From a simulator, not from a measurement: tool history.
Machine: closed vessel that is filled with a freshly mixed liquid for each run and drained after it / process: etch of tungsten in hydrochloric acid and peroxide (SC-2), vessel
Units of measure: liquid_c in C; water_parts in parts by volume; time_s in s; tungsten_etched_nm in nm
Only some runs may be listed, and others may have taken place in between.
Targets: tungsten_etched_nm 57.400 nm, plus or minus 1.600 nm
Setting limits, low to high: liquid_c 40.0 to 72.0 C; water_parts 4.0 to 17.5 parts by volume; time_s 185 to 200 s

run  hour  liquid_c  water_parts  time_s  tungsten_etched_nm
  1   0.0      56.0          9.5     185              34.004
  2   3.5      58.0          9.5     185              38.538
  3   4.5      58.0          9.5     185              38.897
  4   5.5      60.5          9.5     185              44.513
  5   8.3      60.5         11.0     185              40.304
  6  11.3      60.5         13.0     185              34.478
  7  18.6      62.5         13.0     185              39.251
  8  26.1      64.0         13.0     185              42.913
  9  27.6      65.0         13.0     185              46.363
 10  28.6      65.5         13.0     185              47.279
 11  34.9      66.0         13.0     185              48.794

Pick the move, out of 5, that brings all results within their allowed miss; only one does.
  A  41.2      70.0         13.5     195                   ?
  B  41.2      69.0         13.5     190                   ?
  C  41.2      63.0         11.5     185                   ?
  D  41.2      65.0         13.0     185                   ?
  E  41.2      67.0         12.0     200                   ?

move  tungsten_etched_nm
   A              63.284
   B              58.111
   C              45.178
   D              45.959
   E              60.086
A: the result that was furthest off in the last run now lies on the other side of its target
B: each result inside its tolerance
C: the biggest miss grows against the last run
D: the biggest miss grows against the last run
E: the result that was furthest off in the last run now lies on the other side of its target
So the answer is move B, the one that meets all the targets.
